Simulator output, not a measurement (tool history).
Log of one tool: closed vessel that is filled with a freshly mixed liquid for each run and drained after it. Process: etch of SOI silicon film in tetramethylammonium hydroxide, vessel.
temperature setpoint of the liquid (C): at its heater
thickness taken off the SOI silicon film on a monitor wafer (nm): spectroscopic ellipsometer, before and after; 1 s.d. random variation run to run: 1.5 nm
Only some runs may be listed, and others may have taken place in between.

run,day,temperature setpoint of the liquid (C),concentration of hydroxide in the mixed liquid (% by weight),time in the liquid (s),thickness taken off the SOI silicon film on a monitor wafer (nm)
1,0,69,18.5,95,431.81
2,0.325,64.5,18.5,95,332.09
3,0.538,61.5,18.5,95,277.26
4,0.842,61.5,18.5,95,277.09
5,0.938,61.5,18.5,100,288.18
6,1.192,64.5,18.5,100,346.38
7,1.512,61.5,19,100,290.02

Estimate the outcome of run 8 from the log above:
8,1.879,59.5,19.5,100,?

Run 8 measured thickness taken off the SOI silicon film on a monitor wafer (nm) 254.75.
